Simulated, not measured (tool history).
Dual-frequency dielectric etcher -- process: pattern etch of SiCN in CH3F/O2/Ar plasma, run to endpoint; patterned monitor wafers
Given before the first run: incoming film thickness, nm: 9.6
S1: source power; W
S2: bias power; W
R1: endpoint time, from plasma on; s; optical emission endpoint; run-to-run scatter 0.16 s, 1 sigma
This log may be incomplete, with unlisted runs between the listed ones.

{"run": 1, "hour": 0.0, "S1": 330, "S2": 84, "R1": 26.625}
{"run": 2, "hour": 8.2, "S1": 300, "S2": 81, "R1": 28.296}
{"run": 3, "hour": 9.6, "S1": 300, "S2": 87, "R1": 26.901}
{"run": 4, "hour": 16.1, "S1": 280, "S2": 84, "R1": 28.346}
{"run": 5, "hour": 18.2, "S1": 260, "S2": 83, "R1": 29.295}
{"run": 6, "hour": 22.1, "S1": 230, "S2": 83, "R1": 30.941}
{"run": 7, "hour": 25.3, "S1": 230, "S2": 83, "R1": 30.994}

Run 8, settings as shown, results not yet in. Your forecast:
{"run": 8, "hour": 26.7, "S1": 210, "S2": 82, "R1": "?"}

Logged for run 8: R1 32.411 s.
